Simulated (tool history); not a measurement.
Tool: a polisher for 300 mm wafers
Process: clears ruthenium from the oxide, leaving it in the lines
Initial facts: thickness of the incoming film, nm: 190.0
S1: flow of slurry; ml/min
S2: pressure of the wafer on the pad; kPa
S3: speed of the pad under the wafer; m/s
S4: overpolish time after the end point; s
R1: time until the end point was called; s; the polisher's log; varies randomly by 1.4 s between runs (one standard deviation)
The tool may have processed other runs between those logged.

| run | hour | S1 | S2 | S3 | S4 | R1 |
|---|---|---|---|---|---|---|
| 1 | 0.0 | 135 | 18.6 | 0.82 | 46 | 134.60 |
| 2 | 1.6 | 135 | 17.9 | 0.82 | 46 | 139.49 |
| 3 | 5.3 | 120 | 16.5 | 0.82 | 46 | 147.76 |
| 4 | 9.6 | 120 | 20.7 | 0.82 | 46 | 126.31 |
| 5 | 14.1 | 120 | 23.4 | 0.82 | 46 | 113.64 |
| 6 | 15.2 | 120 | 23.4 | 0.82 | 49 | 113.18 |

Predict the results of run 7:
| 7 | 18.5 | 100 | 18.6 | 0.80 | 49 | ? |

{"run 7": {"R1": 144.55}}
